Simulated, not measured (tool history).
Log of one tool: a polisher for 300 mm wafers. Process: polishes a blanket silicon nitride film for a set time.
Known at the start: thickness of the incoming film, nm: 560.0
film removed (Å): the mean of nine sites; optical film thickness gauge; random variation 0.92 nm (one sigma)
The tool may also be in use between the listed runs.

run	hour	flow of slurry (ml/min)	pressure of the wafer on the pad (kPa)	speed of the pad under the wafer (cm/s)	polishing time (s)	film removed (Å)
1	0.0	235	17.9	110	50	580.75
2	0.8	270	17.9	110	50	588.38
3	5.2	270	19.3	110	50	636.95
4	11.6	240	19.3	110	50	623.35
5	20.5	240	19.3	110	45	574.30
6	24.8	240	21.4	110	45	636.20
7	33.4	240	22.1	110	45	636.23
8	40.6	240	23.4	110	45	679.46
9	42.0	240	24.1	110	45	708.85

The next listed run, before its measurement:
# hour 47.8: head pressure recalibrated
10	47.8	240	24.8	110	45	?

{"run 10": {"film removed (Å)": 772.43}}

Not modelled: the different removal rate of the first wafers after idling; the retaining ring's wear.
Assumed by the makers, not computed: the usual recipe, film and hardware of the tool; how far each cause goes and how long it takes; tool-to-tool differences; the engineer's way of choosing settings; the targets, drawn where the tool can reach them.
